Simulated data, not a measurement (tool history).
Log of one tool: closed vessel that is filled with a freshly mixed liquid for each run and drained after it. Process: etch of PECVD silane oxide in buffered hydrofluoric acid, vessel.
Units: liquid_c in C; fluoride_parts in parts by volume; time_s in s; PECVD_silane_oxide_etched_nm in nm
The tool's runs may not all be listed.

run,hour,liquid_c,fluoride_parts,time_s,PECVD_silane_oxide_etched_nm
1,0.0,22.0,7.0,30,99.519
2,8.9,22.0,9.0,30,75.061
3,16.2,24.5,8.0,30,97.726
4,17.0,24.5,8.0,30,97.404
5,26.0,24.5,6.5,30,120.100
6,31.2,26.5,6.5,30,134.270
7,34.4,27.5,6.5,30,139.740
8,39.2,28.5,6.5,30,147.560

Run 9 comes next. What will it give?
9,44.6,29.0,6.5,30,?

PECVD_silane_oxide_etched_nm: 151.960 nm

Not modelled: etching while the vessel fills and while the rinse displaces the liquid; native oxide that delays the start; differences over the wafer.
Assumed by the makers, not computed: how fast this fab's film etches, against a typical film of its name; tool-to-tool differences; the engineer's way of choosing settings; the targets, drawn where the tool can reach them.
